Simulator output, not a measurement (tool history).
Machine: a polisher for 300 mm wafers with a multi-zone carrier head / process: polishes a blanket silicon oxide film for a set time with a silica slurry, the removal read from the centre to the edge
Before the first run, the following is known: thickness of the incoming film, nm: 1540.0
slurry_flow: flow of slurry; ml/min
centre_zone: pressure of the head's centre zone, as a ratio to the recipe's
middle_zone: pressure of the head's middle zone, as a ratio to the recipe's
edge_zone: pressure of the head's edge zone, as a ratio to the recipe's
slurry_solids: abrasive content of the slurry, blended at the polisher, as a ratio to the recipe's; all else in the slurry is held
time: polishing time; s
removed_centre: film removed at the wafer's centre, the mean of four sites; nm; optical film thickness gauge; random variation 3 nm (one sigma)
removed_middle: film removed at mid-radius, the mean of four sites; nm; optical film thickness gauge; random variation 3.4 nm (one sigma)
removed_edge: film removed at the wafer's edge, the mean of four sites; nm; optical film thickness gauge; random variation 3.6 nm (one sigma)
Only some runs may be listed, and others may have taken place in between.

| run | day | slurry_flow | centre_zone | middle_zone | edge_zone | slurry_solids | time | removed_centre | removed_middle | removed_edge |
|---|---|---|---|---|---|---|---|---|---|---|
| 1 | 0 | 195 | 1 | 1 | 1 | 1 | 76 | 290.13 | 297.21 | 291.31 |
| 2 | 0.092 | 200 | 1 | 1.01 | 1.02 | 1 | 76 | 293.76 | 299.52 | 292.52 |
| 3 | 0.296 | 200 | 1 | 1.01 | 1.02 | 0.8 | 76 | 260.02 | 256.93 | 263.26 |
| 4 | 0.496 | 200 | 1 | 1.07 | 1.02 | 0.8 | 76 | 257.63 | 269.61 | 255.95 |
| 5 | 0.542 | 205 | 0.99 | 1.07 | 1.03 | 0.85 | 76 | 263.91 | 284.36 | 272.4 |
| 6 | 0.758 | 215 | 0.99 | 1.08 | 1.05 | 0.85 | 76 | 267.28 | 289.56 | 268.77 |
| 7 | 1.129 | 215 | 0.98 | 1.07 | 1.06 | 0.9 | 76 | 273.89 | 301.77 | 287.25 |

Run 8, settings as shown, results not yet in. Your forecast:
| 8 | 1.233 | 215 | 0.98 | 1.07 | 1.06 | 0.9 | 76 | ? | ? | ? |

{"run 8": {"removed_centre": 270.16, "removed_middle": 296.81, "removed_edge": 280.64}}
